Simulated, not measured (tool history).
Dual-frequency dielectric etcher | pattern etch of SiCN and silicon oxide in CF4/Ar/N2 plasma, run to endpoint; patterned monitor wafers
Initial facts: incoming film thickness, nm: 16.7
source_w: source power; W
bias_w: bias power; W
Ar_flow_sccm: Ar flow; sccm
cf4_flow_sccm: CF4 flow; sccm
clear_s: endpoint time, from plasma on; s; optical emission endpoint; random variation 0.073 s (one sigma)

run,day,source_w,bias_w,Ar_flow_sccm,cf4_flow_sccm,clear_s
1,0,510,71,92,65,17.041
2,0.238,510,71,92,71,16.825
3,0.292,490,71,92,71,17.566
4,0.588,480,71,92,71,17.962
5,0.654,470,71,92,71,18.499
6,0.729,510,71,92,71,16.802
7,1.038,500,71,92,71,17.229

Predict the results of run 8:
8,1.283,490,71,92,71,?

{"run 8": {"clear_s": 17.763}}
